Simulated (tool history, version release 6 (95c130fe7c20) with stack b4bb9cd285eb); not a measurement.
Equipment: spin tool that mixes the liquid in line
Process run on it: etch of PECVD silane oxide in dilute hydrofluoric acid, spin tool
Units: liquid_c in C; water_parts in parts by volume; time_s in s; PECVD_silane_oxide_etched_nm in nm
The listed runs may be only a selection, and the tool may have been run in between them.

| run | hour | liquid_c | water_parts | time_s | PECVD_silane_oxide_etched_nm |
|---|---|---|---|---|---|
| 1 | 0.0 | 21.0 | 210 | 65 | 4.5248 |
| 2 | 3.5 | 19.0 | 210 | 65 | 4.1585 |
| 3 | 11.6 | 19.0 | 210 | 65 | 4.1918 |
| 4 | 14.2 | 18.5 | 230 | 65 | 3.6588 |
| 5 | 17.3 | 17.0 | 230 | 65 | 3.4707 |
| 6 | 18.3 | 17.0 | 185 | 65 | 4.4347 |
| 7 | 20.9 | 17.0 | 210 | 65 | 3.8439 |

Run 8 comes next. What will it give?
| 8 | 27.1 | 17.0 | 230 | 65 | ? |

PECVD_silane_oxide_etched_nm: 3.4823 nm
